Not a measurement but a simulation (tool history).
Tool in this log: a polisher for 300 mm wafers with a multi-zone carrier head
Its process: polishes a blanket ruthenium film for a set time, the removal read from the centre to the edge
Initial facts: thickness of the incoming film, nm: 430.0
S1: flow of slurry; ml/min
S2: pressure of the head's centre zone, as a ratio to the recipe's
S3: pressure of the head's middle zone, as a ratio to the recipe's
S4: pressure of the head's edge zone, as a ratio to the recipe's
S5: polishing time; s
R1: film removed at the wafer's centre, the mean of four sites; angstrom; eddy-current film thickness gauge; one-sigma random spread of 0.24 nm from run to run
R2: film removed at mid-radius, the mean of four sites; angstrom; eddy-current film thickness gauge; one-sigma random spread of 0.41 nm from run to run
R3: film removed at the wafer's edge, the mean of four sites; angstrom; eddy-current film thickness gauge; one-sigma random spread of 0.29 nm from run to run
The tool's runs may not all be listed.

run  hour   S1    S2    S3    S4  S5      R1      R2      R3
  1   0.0  285  1.00  1.00  1.00  64  528.05  505.41  505.92
  2   6.0  280  0.98  0.99  1.00  61  495.02  477.11  474.23
  3   9.9  280  0.98  0.99  1.05  61  489.86  490.80  478.49
  4  12.3  280  0.98  0.99  0.98  61  496.43  480.26  479.73
  5  21.1  320  0.98  0.99  0.98  61  506.57  487.68  485.98
  6  28.5  305  0.96  0.97  1.00  59  473.55  472.59  470.23
  7  34.5  275  0.86  0.87  1.04  41  285.40  290.60  327.48
  8  42.6  285  0.86  0.88  1.05  41  286.91  295.22  332.91
     44.0  -- worn pad replaced by a new one
  9  44.0  295  0.86  0.89  1.05  41  332.38  335.91  367.02
 10  48.3  290  0.85  0.89  1.05  41  323.50  327.95  370.30

Expected results for the next run?
 11  50.9  285  0.85  0.89  1.04  41   ?   ?   ?

R1: 320.61 angstrom
R2: 333.30 angstrom
R3: 366.40 angstrom
